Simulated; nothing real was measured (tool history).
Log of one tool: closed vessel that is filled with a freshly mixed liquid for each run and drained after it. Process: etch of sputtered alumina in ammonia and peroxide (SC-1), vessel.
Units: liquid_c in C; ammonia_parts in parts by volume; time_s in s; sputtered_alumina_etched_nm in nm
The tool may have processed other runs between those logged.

run	day	liquid_c	ammonia_parts	time_s	sputtered_alumina_etched_nm
1	0	57	0.8	325	29.067
2	0.042	53.5	0.8	325	23.953
3	0.379	53.5	0.8	325	24.106
4	0.462	53	0.8	325	23.397
5	0.521	60	0.8	325	34.338
6	0.6	60	0.8	325	34.184
7	0.817	59	0.8	325	32.079
8	1.167	58.5	0.8	325	31.24
9	1.375	58	0.8	325	30.299
10	1.754	57.5	0.8	325	29.655

Run 11 comes next. What will it give?
11	1.996	57	0.8	325	?

{"run 11": {"sputtered_alumina_etched_nm": 29.065}}

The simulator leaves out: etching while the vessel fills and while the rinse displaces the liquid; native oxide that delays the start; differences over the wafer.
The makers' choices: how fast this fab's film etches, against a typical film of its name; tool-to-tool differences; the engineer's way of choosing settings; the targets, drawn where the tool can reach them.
